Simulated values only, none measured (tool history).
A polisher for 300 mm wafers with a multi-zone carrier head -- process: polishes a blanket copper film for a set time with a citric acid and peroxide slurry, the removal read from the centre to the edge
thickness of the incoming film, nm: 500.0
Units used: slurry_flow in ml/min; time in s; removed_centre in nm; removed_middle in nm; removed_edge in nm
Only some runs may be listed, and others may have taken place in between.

Run 1, day 0: slurry_flow 170 ml/min, centre_zone 1, middle_zone 1, edge_zone 1, slurry_solids 1, time 71 s. Result: removed_centre 164.61 nm, removed_middle 166.74 nm, removed_edge 167.58 nm.
Run 2, day 0.188: slurry_flow 200 ml/min, centre_zone 1, middle_zone 1, edge_zone 1, slurry_solids 1, time 71 s. Result: removed_centre 161.9 nm, removed_middle 170.7 nm, removed_edge 174.82 nm.
Run 3, day 0.271: slurry_flow 200 ml/min, centre_zone 1, middle_zone 1, edge_zone 1, slurry_solids 1, time 87 s. Result: removed_centre 206.86 nm, removed_middle 210.43 nm, removed_edge 204.75 nm.
Run 4, day 0.392: slurry_flow 200 ml/min, centre_zone 1, middle_zone 1, edge_zone 1, slurry_solids 1.1, time 87 s. Result: removed_centre 219.19 nm, removed_middle 214.95 nm, removed_edge 213.63 nm.
Run 5, day 0.508: slurry_flow 195 ml/min, centre_zone 0.96, middle_zone 1, edge_zone 0.98, slurry_solids 1, time 87 s. Result: removed_centre 195.36 nm, removed_middle 208.89 nm, removed_edge 204.96 nm.
Run 6, day 0.808: slurry_flow 180 ml/min, centre_zone 0.93, middle_zone 1.01, edge_zone 0.94, slurry_solids 0.95, time 87 s. Result: removed_centre 184.76 nm, removed_middle 206.76 nm, removed_edge 197.81 nm.
Run 7, day 0.892: slurry_flow 170 ml/min, centre_zone 0.91, middle_zone 1.01, edge_zone 0.91, slurry_solids 0.9, time 87 s. Result: removed_centre 176.38 nm, removed_middle 200.16 nm, removed_edge 188.4 nm.
Run 8, day 1.112: slurry_flow 170 ml/min, centre_zone 0.91, middle_zone 1.01, edge_zone 0.91, slurry_solids 0.9, time 87 s. Result: removed_centre 174.71 nm, removed_middle 199.32 nm, removed_edge 191.38 nm.
Run 9, day 1.183: slurry_flow 165 ml/min, centre_zone 0.89, middle_zone 1.02, edge_zone 0.89, slurry_solids 0.85, time 87 s. Result: removed_centre 164.48 nm, removed_middle 200.26 nm, removed_edge 185.32 nm.
Run 10, day 1.512: slurry_flow 135 ml/min, centre_zone 0.86, middle_zone 1.02, edge_zone 0.85, slurry_solids 0.8, time 87 s. Result: removed_centre 155.3 nm, removed_middle 185.62 nm, removed_edge 171.05 nm.
Run 11, day 1.579: slurry_flow 140 ml/min, centre_zone 0.85, middle_zone 1.02, edge_zone 0.85, slurry_solids 0.8, time 87 s. Result: removed_centre 154.91 nm, removed_middle 187.35 nm, removed_edge 177.94 nm.

Run 12 has not been measured yet. What should we expect?
Run 12, day 1.933: slurry_flow 150 ml/min, centre_zone 0.83, middle_zone 1.09, edge_zone 0.82, slurry_solids 0.7, time 86 s. Result: removed_centre ?, removed_middle ?, removed_edge ?.

{"run 12": {"removed_centre": 143.23, "removed_middle": 191.14, "removed_edge": 170.16}}

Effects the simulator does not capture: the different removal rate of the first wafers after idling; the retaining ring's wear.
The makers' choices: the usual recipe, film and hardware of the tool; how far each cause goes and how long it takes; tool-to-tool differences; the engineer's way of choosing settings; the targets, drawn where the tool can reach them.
